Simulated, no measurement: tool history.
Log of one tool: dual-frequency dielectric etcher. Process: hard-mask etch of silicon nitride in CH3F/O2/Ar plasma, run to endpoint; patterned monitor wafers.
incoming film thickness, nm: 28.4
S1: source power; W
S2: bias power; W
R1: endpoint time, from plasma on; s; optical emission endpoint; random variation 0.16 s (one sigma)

run 1 hour=0.0 | S1=500 S2=80 | R1=34.649
run 2 hour=2.0 | S1=520 S2=81 | R1=33.951
run 3 hour=8.9 | S1=440 S2=81 | R1=36.667
run 4 hour=10.1 | S1=470 S2=81 | R1=35.711
run 5 hour=16.6 | S1=420 S2=81 | R1=36.638
run 6 hour=23.0 | S1=420 S2=76 | R1=38.194

Run 7 comes next. What will it give?
run 7 hour=30.1 | S1=450 S2=77 | R1=?

R1: 36.772 s
